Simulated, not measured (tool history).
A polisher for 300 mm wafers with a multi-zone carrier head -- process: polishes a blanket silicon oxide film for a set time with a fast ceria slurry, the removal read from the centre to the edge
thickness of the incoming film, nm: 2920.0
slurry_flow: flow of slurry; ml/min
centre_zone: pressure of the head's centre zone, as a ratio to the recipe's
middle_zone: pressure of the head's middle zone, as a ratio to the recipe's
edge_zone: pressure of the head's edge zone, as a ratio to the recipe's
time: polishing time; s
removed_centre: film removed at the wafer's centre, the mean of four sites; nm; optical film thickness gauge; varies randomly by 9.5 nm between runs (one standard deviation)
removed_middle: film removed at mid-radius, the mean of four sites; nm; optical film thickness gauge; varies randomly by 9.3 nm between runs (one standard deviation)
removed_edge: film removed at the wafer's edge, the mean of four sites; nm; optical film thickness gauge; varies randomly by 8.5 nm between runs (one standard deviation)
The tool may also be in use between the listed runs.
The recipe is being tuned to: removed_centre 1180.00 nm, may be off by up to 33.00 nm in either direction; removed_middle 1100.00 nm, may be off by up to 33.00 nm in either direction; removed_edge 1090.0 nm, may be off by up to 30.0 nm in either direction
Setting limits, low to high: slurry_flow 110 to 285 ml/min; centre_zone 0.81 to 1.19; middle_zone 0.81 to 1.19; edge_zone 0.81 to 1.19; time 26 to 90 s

run 1 day=0.000 | slurry_flow=180 centre_zone=1.00 middle_zone=1.00 edge_zone=1.00 time=58 | removed_centre=1013.10 removed_middle=999.48 removed_edge=1030.3
run 2 day=0.079 | slurry_flow=160 centre_zone=1.00 middle_zone=1.00 edge_zone=1.00 time=58 | removed_centre=982.63 removed_middle=979.98 removed_edge=1011.3
run 3 day=0.325 | slurry_flow=190 centre_zone=1.02 middle_zone=1.01 edge_zone=1.00 time=58 | removed_centre=1049.60 removed_middle=1025.00 removed_edge=1032.6
run 4 day=0.554 | slurry_flow=190 centre_zone=1.02 middle_zone=1.01 edge_zone=1.05 time=58 | removed_centre=1042.00 removed_middle=1022.70 removed_edge=1048.9
run 5 day=0.883 | slurry_flow=190 centre_zone=1.09 middle_zone=1.01 edge_zone=1.05 time=58 | removed_centre=1105.40 removed_middle=1013.80 removed_edge=1065.6
run 6 day=0.921 | slurry_flow=190 centre_zone=1.06 middle_zone=1.01 edge_zone=1.05 time=58 | removed_centre=1081.30 removed_middle=1025.70 removed_edge=1060.1
run 7 day=0.983 | slurry_flow=205 centre_zone=1.07 middle_zone=1.02 edge_zone=1.05 time=58 | removed_centre=1096.90 removed_middle=1037.30 removed_edge=1062.3
run 8 day=1.038 | slurry_flow=220 centre_zone=1.08 middle_zone=1.03 edge_zone=1.05 time=58 | removed_centre=1113.60 removed_middle=1043.80 removed_edge=1080.0

Consider the 4 candidate settings below. Which is the only one whose results all fall within their allowed miss of target?
run A day=1.092 | slurry_flow=220 centre_zone=1.04 middle_zone=1.05 edge_zone=1.04 time=59 | removed_centre=? removed_middle=? removed_edge=?
run B day=1.092 | slurry_flow=135 centre_zone=1.05 middle_zone=1.14 edge_zone=1.10 time=61 | removed_centre=? removed_middle=? removed_edge=?
run C day=1.092 | slurry_flow=220 centre_zone=1.14 middle_zone=0.98 edge_zone=1.09 time=58 | removed_centre=? removed_middle=? removed_edge=?
run D day=1.092 | slurry_flow=190 centre_zone=1.07 middle_zone=1.00 edge_zone=0.96 time=63 | removed_centre=? removed_middle=? removed_edge=?

move=A removed_centre=1096.70 removed_middle=1083.00 removed_edge=1069.2
move=B removed_centre=1031.60 removed_middle=1095.80 removed_edge=1061.8
move=C removed_centre=1168.30 removed_middle=1003.70 removed_edge=1077.0
move=D removed_centre=1170.60 removed_middle=1085.00 removed_edge=1081.0
A: lands further from the targets than the last run did
B: lands further from the targets than the last run did
C: gets the furthest-off result to its target, but another result is out of tolerance
D: all results land within tolerance of their targets
So the answer is move D, the one that meets all the targets.
